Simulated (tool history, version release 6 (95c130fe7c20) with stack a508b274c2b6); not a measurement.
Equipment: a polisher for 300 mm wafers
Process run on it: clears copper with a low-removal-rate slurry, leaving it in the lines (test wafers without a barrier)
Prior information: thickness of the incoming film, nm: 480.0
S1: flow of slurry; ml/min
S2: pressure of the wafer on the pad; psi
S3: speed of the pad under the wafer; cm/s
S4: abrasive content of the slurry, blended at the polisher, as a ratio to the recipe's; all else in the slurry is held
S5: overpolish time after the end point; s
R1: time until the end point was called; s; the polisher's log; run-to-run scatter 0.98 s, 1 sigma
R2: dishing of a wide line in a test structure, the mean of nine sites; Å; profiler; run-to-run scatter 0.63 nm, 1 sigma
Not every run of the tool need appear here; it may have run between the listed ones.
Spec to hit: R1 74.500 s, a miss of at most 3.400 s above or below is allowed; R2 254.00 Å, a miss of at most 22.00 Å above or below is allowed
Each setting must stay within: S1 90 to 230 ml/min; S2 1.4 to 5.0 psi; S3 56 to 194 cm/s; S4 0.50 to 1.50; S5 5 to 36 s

run,hour,S1,S2,S3,S4,S5,R1,R2
1,0.0,150,3.2,124,1.00,18,106.620,543.06
2,2.7,155,3.1,136,1.00,15,100.490,465.81
3,9.3,155,3.7,136,1.00,15,86.376,554.23
4,10.8,175,3.2,152,1.15,12,85.606,453.98
5,17.4,190,2.9,164,1.25,10,84.996,415.89
6,25.5,190,2.9,164,1.10,10,87.106,396.26
7,28.6,200,2.9,172,0.95,9,88.143,362.26
8,29.4,210,3.0,178,0.85,8,85.480,327.33
9,37.1,215,3.1,182,0.75,7,87.053,296.30

Exercise: of the 4 proposed moves below, exactly one satisfies all targets within the stated allowed misses. Which move is it?
A,44.8,215,3.0,148,0.80,10,?,?
B,44.8,200,3.5,186,0.75,5,?,?
C,44.8,230,3.4,172,0.70,10,?,?
D,44.8,205,3.5,194,0.75,9,?,?

move,R1,R2
A,99.852,360.77
B,74.612,257.15
C,82.221,425.33
D,71.907,435.87
A: the biggest miss grows against the last run
B: all results in spec
C: the biggest miss grows against the last run
D: the worst result of the last run now meets its target, but another is out of spec
The right move is B.
